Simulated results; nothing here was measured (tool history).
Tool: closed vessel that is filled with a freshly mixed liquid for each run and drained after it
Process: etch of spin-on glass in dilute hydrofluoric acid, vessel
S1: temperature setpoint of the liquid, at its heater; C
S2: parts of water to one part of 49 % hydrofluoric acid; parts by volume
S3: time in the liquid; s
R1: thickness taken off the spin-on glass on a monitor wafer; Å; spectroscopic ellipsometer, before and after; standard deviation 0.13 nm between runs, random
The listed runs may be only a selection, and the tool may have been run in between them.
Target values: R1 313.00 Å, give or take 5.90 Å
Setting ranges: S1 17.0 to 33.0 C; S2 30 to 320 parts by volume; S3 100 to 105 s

| run | day | S1 | S2 | S3 | R1 |
|---|---|---|---|---|---|
| 1 | 0.000 | 25.0 | 175 | 100 | 206.22 |
| 2 | 0.221 | 25.0 | 225 | 100 | 152.67 |
| 3 | 0.492 | 26.5 | 215 | 100 | 171.81 |
| 4 | 0.692 | 25.0 | 215 | 100 | 160.57 |
| 5 | 0.962 | 26.5 | 205 | 100 | 181.58 |
| 6 | 1.238 | 27.5 | 195 | 100 | 197.39 |
| 7 | 1.583 | 31.5 | 140 | 100 | 344.32 |
| 8 | 1.821 | 31.0 | 140 | 100 | 334.62 |
| 9 | 1.954 | 30.5 | 140 | 100 | 333.71 |
| 10 | 2.050 | 30.0 | 140 | 100 | 321.61 |

Of the 5 settings listed for the next run, only one would bring every result within its allowed miss of target. Which one?
| A | 2.146 | 29.0 | 140 | 105 | ? |
| B | 2.146 | 28.0 | 135 | 105 | ? |
| C | 2.146 | 25.5 | 125 | 105 | ? |
| D | 2.146 | 30.0 | 135 | 100 | ? |
| E | 2.146 | 26.5 | 130 | 100 | ? |

| move | R1 |
|---|---|
| A | 325.66 |
| B | 327.60 |
| C | 326.01 |
| D | 335.80 |
| E | 308.22 |
A: moves away from the targets compared with the last run
B: moves away from the targets compared with the last run
C: moves away from the targets compared with the last run
D: moves away from the targets compared with the last run
E: every result within its allowed miss
The move that meets every target is E.

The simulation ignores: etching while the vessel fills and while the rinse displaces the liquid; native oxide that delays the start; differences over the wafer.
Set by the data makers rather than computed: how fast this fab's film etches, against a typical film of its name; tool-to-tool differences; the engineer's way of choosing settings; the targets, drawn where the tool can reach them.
